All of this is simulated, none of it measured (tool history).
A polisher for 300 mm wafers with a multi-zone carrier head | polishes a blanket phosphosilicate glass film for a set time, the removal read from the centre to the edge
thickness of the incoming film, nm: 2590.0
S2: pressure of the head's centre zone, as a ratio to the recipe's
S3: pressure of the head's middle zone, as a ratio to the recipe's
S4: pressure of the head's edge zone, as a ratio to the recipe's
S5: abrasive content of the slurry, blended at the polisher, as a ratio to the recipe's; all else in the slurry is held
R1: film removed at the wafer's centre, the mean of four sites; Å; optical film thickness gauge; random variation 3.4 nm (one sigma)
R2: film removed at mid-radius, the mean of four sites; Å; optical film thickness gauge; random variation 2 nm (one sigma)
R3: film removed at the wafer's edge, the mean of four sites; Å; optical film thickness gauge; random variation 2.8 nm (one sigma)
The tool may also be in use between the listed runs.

{"run": 1, "day": 0.0, "flow of slurry (ml/min)": 180, "S2": 1, "S3": 1, "S4": 1, "S5": 1, "polishing time (s)": 35, "R1": 3484.6, "R2": 3480.2, "R3": 3579.9}
{"run": 2, "day": 0.162, "flow of slurry (ml/min)": 180, "S2": 1, "S3": 1, "S4": 1.06, "S5": 1, "polishing time (s)": 35, "R1": 3452.8, "R2": 3425.2, "R3": 3699.4}
{"run": 3, "day": 0.275, "flow of slurry (ml/min)": 180, "S2": 1, "S3": 0.99, "S4": 1.03, "S5": 0.95, "polishing time (s)": 34, "R1": 3421.1, "R2": 3296.4, "R3": 3505.7}
{"run": 4, "day": 0.358, "flow of slurry (ml/min)": 180, "S2": 1.05, "S3": 0.99, "S4": 1.03, "S5": 0.95, "polishing time (s)": 34, "R1": 3494.1, "R2": 3295.6, "R3": 3470.6}
{"run": 5, "day": 0.479, "flow of slurry (ml/min)": 175, "S2": 1.04, "S3": 0.98, "S4": 1.01, "S5": 0.9, "polishing time (s)": 33, "R1": 3286.5, "R2": 3168.7, "R3": 3310.6}
{"run": 6, "day": 0.771, "flow of slurry (ml/min)": 175, "S2": 1.04, "S3": 0.98, "S4": 1.01, "S5": 1, "polishing time (s)": 33, "R1": 3405.8, "R2": 3180.6, "R3": 3407.6}

The next listed run, before its measurement:
{"run": 7, "day": 1.133, "flow of slurry (ml/min)": 175, "S2": 1.04, "S3": 0.97, "S4": 0.99, "S5": 0.95, "polishing time (s)": 32, "R1": "?", "R2": "?", "R3": "?"}

{"run 7": {"R1": 3263.8, "R2": 3073, "R3": 3190.8}}
